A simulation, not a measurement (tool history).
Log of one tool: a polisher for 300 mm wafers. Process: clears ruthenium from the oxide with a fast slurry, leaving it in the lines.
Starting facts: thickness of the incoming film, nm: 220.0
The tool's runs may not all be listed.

| run | hour | flow of slurry (ml/min) | pressure of the wafer on the pad (psi) | speed of the pad under the wafer (cm/s) | abrasive content of the slurry | overpolish time after the end point (s) | time until the end point was called (s) | dishing of a wide line in a test structure (Å) |
|---|---|---|---|---|---|---|---|---|
| 1 | 0 | 205 | 2.3 | 116 | 1 | 24 | 73.159 | 490.16 |
| 2 | 1.1 | 205 | 2.3 | 116 | 1.2 | 24 | 67.349 | 520.92 |
| 3 | 4.2 | 205 | 2.3 | 116 | 1.2 | 26 | 68.517 | 542.43 |
| 4 | 8.5 | 205 | 1.8 | 116 | 1.2 | 26 | 77.986 | 487.12 |
| 5 | 13 | 205 | 1.8 | 116 | 1.2 | 28 | 77.056 | 514.38 |
| 6 | 21.2 | 205 | 1.8 | 116 | 1.2 | 29 | 80.611 | 539.27 |
| 7 | 25 | 205 | 1.8 | 116 | 1.2 | 30 | 77.52 | 552.43 |
| 8 | 29.2 | 205 | 1.8 | 116 | 1.2 | 31 | 80.909 | 559.36 |
| 9 | 30.8 | 205 | 1.8 | 116 | 1.2 | 32 | 79.906 | 565.89 |

Run 10 has not been measured yet. What should we expect?
| 10 | 36.9 | 205 | 1.8 | 116 | 1.2 | 33 | ? | ? |

{"run 10": {"time until the end point was called (s)": 80.513, "dishing of a wide line in a test structure (Å)": 592.05}}

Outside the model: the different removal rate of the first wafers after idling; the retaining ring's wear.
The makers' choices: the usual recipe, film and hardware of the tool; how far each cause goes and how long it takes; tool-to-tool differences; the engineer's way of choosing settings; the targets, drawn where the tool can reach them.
